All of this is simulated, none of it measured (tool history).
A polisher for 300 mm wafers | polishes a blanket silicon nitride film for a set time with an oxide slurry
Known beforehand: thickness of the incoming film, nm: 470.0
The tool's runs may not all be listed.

| run | hour | flow of slurry (ml/min) | pressure of the wafer on the pad (psi) | speed of the pad under the wafer (m/s) | abrasive content of the slurry | polishing time (s) | film removed (Å) |
|---|---|---|---|---|---|---|---|
| 1 | 0.0 | 145 | 3.6 | 1.14 | 1.0 | 29 | 155.11 |
| 2 | 6.5 | 145 | 3.6 | 1.30 | 1.0 | 29 | 164.72 |
| 3 | 8.1 | 145 | 3.6 | 1.30 | 1.0 | 29 | 169.68 |
| 4 | 14.2 | 145 | 3.7 | 1.30 | 1.0 | 29 | 173.49 |
| 5 | 23.1 | 145 | 3.8 | 1.30 | 1.0 | 29 | 179.70 |
|  | 29.3 | head pressure recalibrated |
| 6 | 29.3 | 145 | 3.9 | 1.30 | 1.0 | 29 | 204.44 |
| 7 | 32.1 | 150 | 4.0 | 1.30 | 1.0 | 29 | 206.02 |

Forecast run 8:
| 8 | 35.2 | 165 | 4.1 | 1.30 | 1.0 | 29 | ? |

{"run 8": {"film removed (Å)": 212.21}}
